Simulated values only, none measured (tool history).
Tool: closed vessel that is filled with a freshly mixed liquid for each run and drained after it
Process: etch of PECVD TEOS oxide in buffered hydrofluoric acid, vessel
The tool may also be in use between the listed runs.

| run | hour | temperature setpoint of the liquid (°C) | parts of 40 % ammonium fluoride to one part of 49 % hydrofluoric acid (parts by volume) | time in the liquid (s) | thickness taken off the PECVD TEOS oxide on a monitor wafer (Å) |
|---|---|---|---|---|---|
| 1 | 0 | 21 | 16 | 100 | 1088.6 |
| 2 | 3 | 18 | 16 | 100 | 919.22 |
| 3 | 11.2 | 19.5 | 15 | 100 | 1071.6 |
| 4 | 15 | 19.5 | 13 | 100 | 1237.8 |
| 5 | 16.2 | 21 | 12.5 | 100 | 1393.3 |
| 6 | 21.8 | 21 | 17 | 100 | 1031.7 |

Forecast run 7:
| 7 | 29.9 | 22 | 16 | 100 | ? |

Run 7 gave thickness taken off the PECVD TEOS oxide on a monitor wafer (Å) 1154.5.
